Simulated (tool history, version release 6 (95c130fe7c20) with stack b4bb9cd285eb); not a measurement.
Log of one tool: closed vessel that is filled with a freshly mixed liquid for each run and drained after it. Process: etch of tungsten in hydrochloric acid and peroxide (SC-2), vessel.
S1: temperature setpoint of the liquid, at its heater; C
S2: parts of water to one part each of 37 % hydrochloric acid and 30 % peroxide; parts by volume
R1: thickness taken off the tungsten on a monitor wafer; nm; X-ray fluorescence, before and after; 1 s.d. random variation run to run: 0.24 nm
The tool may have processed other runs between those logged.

run 1 hour=0.0 | S1=47.0 S2=10.5 time_in_the_liquid_(s)=280 | R1=62.516
run 2 hour=4.6 | S1=44.0 S2=10.5 time_in_the_liquid_(s)=280 | R1=50.450
run 3 hour=7.7 | S1=50.0 S2=10.5 time_in_the_liquid_(s)=280 | R1=76.820
run 4 hour=14.4 | S1=49.0 S2=10.5 time_in_the_liquid_(s)=280 | R1=71.202
run 5 hour=18.3 | S1=48.0 S2=10.5 time_in_the_liquid_(s)=280 | R1=66.129
run 6 hour=21.9 | S1=48.0 S2=8.5 time_in_the_liquid_(s)=280 | R1=79.840
run 7 hour=24.6 | S1=47.0 S2=8.5 time_in_the_liquid_(s)=280 | R1=74.152
run 8 hour=25.3 | S1=46.0 S2=8.5 time_in_the_liquid_(s)=280 | R1=69.287
run 9 hour=29.4 | S1=45.0 S2=8.5 time_in_the_liquid_(s)=280 | R1=65.063
run 10 hour=32.1 | S1=45.0 S2=8.5 time_in_the_liquid_(s)=280 | R1=64.922
run 11 hour=36.7 | S1=44.0 S2=8.5 time_in_the_liquid_(s)=280 | R1=60.097
run 12 hour=37.9 | S1=43.5 S2=8.5 time_in_the_liquid_(s)=280 | R1=57.969

Run 13, settings as shown, results not yet in. Your forecast:
run 13 hour=39.3 | S1=43.0 S2=8.5 time_in_the_liquid_(s)=280 | R1=?

Run 13 yielded R1 56.323 nm.
